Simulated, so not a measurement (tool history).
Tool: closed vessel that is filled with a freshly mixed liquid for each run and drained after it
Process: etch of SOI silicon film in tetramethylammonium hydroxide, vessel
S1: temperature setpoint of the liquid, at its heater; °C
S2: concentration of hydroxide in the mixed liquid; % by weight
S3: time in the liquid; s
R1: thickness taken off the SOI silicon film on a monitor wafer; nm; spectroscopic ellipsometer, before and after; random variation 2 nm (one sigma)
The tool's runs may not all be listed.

| run | hour | S1 | S2 | S3 | R1 |
|---|---|---|---|---|---|
| 1 | 0.0 | 73.0 | 11.5 | 95 | 808.74 |
| 2 | 6.7 | 73.0 | 9.5 | 95 | 877.08 |
| 3 | 8.4 | 73.0 | 12.0 | 95 | 799.52 |
| 4 | 12.6 | 70.5 | 12.0 | 95 | 687.24 |
| 5 | 15.5 | 68.5 | 12.0 | 95 | 611.10 |
| 6 | 18.2 | 67.5 | 12.0 | 95 | 576.28 |
| 7 | 24.2 | 66.5 | 12.0 | 95 | 540.18 |

Forecast run 8:
| 8 | 32.9 | 66.5 | 12.0 | 95 | ? |

Run 8 gave R1 541.68 nm.
